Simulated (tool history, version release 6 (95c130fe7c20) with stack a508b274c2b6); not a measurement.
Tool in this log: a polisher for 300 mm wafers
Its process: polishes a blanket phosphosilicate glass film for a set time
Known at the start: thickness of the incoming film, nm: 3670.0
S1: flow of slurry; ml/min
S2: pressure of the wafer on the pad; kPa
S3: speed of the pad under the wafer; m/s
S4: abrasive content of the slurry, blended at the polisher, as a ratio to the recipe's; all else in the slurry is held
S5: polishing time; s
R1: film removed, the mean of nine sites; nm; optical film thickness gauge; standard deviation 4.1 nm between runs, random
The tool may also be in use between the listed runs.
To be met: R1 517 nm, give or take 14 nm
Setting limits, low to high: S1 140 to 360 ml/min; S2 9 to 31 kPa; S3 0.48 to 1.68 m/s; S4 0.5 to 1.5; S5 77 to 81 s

run  hour   S1    S2    S3    S4  S5      R1
  1     0  230    20  1.08     1  77  602.84
  2   2.1  225  19.3  1.08     1  77  595.68
  3   3.6  225  19.3  1.08     1  81  616.26
  4   7.6  265  19.3  1.08     1  81   635.9
  5  10.8  260  18.6  1.08     1  81  621.19
  6  13.2  260  18.6  1.08  0.85  81  569.42
  7  17.3  255  17.9  1.08  0.85  81  552.72
  8  25.5  250  17.9  1.08  0.85  81  556.17
  9  28.3  250  17.2  1.08  0.85  81  534.48

Exercise: of the 4 proposed moves below, exactly one satisfies all targets within the stated allowed misses. Which move is it?
  A  31.1  255  16.5  1.02   0.9  80   ?
  B  31.1  210  17.9  1.16   0.8  81   ?
  C  31.1  240  17.9  1.08  0.95  78   ?
  D  31.1  270  17.9  1.14   0.8  80   ?

move      R1
   A  504.71
   B  539.56
   C  548.44
   D  540.58
A: each result inside its tolerance
B: the biggest miss grows against the last run
C: the biggest miss grows against the last run
D: the biggest miss grows against the last run
Move A is the one to make.
